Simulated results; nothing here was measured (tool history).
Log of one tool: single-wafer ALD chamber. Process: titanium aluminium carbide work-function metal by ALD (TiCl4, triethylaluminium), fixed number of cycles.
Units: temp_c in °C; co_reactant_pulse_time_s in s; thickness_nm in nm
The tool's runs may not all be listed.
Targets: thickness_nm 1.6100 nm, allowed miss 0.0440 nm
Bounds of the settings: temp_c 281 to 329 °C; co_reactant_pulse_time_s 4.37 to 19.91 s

run,hour,temp_c,co_reactant_pulse_time_s,thickness_nm
1,0.0,305,12.14,2.0735
2,4.2,305,14.54,2.0980
3,11.8,298,11.72,1.9756
4,13.6,293,9.68,1.8787
5,18.8,288,9.68,1.8244
6,27.0,288,12.99,1.9111
7,32.7,288,12.99,1.9072
8,36.0,286,10.60,1.8482
9,44.9,281,6.72,1.4374

Which of these 4 next moves meets every target?
A,53.8,281,9.70,?
B,53.8,281,9.33,?
C,53.8,285,7.57,?
D,53.8,283,6.18,?

move,thickness_nm
A,1.7529
B,1.7337
C,1.6082
D,1.3160
A: takes the result that was furthest off past its target
B: takes the result that was furthest off past its target
C: meets every target
D: further off than the last run
Move C is the one to make.
